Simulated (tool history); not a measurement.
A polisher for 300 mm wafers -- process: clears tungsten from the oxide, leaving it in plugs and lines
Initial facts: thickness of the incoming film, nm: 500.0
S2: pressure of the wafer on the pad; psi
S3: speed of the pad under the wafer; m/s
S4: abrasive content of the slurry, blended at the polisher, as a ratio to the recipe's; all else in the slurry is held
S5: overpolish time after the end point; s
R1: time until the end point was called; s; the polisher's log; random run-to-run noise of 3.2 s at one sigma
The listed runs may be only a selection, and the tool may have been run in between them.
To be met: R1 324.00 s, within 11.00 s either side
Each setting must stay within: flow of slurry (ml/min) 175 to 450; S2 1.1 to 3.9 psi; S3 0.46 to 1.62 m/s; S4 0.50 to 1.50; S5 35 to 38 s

run 1 hour=0.0 | flow_of_slurry_(ml/min)=290 S2=2.5 S3=1.04 S4=1.00 S5=35 | R1=169.07
run 2 hour=1.3 | flow_of_slurry_(ml/min)=290 S2=2.2 S3=1.02 S4=1.00 S5=35 | R1=197.97
run 3 hour=9.2 | flow_of_slurry_(ml/min)=290 S2=2.2 S3=1.02 S4=1.20 S5=35 | R1=184.35
run 4 hour=11.0 | flow_of_slurry_(ml/min)=290 S2=2.0 S3=1.00 S4=1.20 S5=35 | R1=208.54
run 5 hour=12.2 | flow_of_slurry_(ml/min)=290 S2=1.8 S3=1.00 S4=1.20 S5=35 | R1=231.03
run 6 hour=15.2 | flow_of_slurry_(ml/min)=290 S2=1.8 S3=1.00 S4=1.20 S5=38 | R1=231.65
run 7 hour=21.7 | flow_of_slurry_(ml/min)=290 S2=1.6 S3=1.00 S4=1.20 S5=38 | R1=259.56
run 8 hour=26.0 | flow_of_slurry_(ml/min)=290 S2=1.5 S3=1.00 S4=1.20 S5=38 | R1=281.53
run 9 hour=30.6 | flow_of_slurry_(ml/min)=290 S2=1.4 S3=1.00 S4=1.20 S5=38 | R1=294.41

Which of these 5 next moves meets every target?
run A hour=35.2 | flow_of_slurry_(ml/min)=280 S2=1.3 S3=0.98 S4=1.15 S5=35 | R1=?
run B hour=35.2 | flow_of_slurry_(ml/min)=285 S2=1.2 S3=1.14 S4=1.20 S5=38 | R1=?
run C hour=35.2 | flow_of_slurry_(ml/min)=290 S2=1.5 S3=0.76 S4=1.20 S5=36 | R1=?
run D hour=35.2 | flow_of_slurry_(ml/min)=310 S2=1.5 S3=0.92 S4=1.25 S5=38 | R1=?
run E hour=35.2 | flow_of_slurry_(ml/min)=315 S2=1.6 S3=0.68 S4=1.40 S5=35 | R1=?

move=A R1=325.73
move=B R1=300.97
move=C R1=355.47
move=D R1=293.23
move=E R1=353.94
A: hits every target within its allowed miss
B: nearer the targets than the last run, but a result is still out of spec
C: carries the result that was furthest off beyond its target, to the other side
D: neither nearer nor further off than the last run
E: carries the result that was furthest off beyond its target, to the other side
Move A is the one to make.
